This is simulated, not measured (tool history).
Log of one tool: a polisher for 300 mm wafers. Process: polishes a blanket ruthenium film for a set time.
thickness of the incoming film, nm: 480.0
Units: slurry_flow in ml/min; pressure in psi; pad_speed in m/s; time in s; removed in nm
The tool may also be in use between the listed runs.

run 1 hour=0 | slurry_flow=170 pressure=2.4 pad_speed=1.28 time=57 | removed=119.01
run 2 hour=3.5 | slurry_flow=170 pressure=3 pad_speed=1.28 time=57 | removed=147.75
run 3 hour=5.2 | slurry_flow=170 pressure=3 pad_speed=1.06 time=57 | removed=126.03
run 4 hour=9 | slurry_flow=210 pressure=3 pad_speed=1.06 time=57 | removed=129.14
run 5 hour=10.1 | slurry_flow=250 pressure=3 pad_speed=1.06 time=57 | removed=134.38
run 6 hour=17.4 | slurry_flow=240 pressure=2.5 pad_speed=1.06 time=57 | removed=111.52
run 7 hour=24 | slurry_flow=225 pressure=2.2 pad_speed=1.06 time=57 | removed=96.047

The next listed run, before its measurement:
run 8 hour=25.2 | slurry_flow=210 pressure=2 pad_speed=1.06 time=57 | removed=?

Run 8 gave removed 88.072 nm.
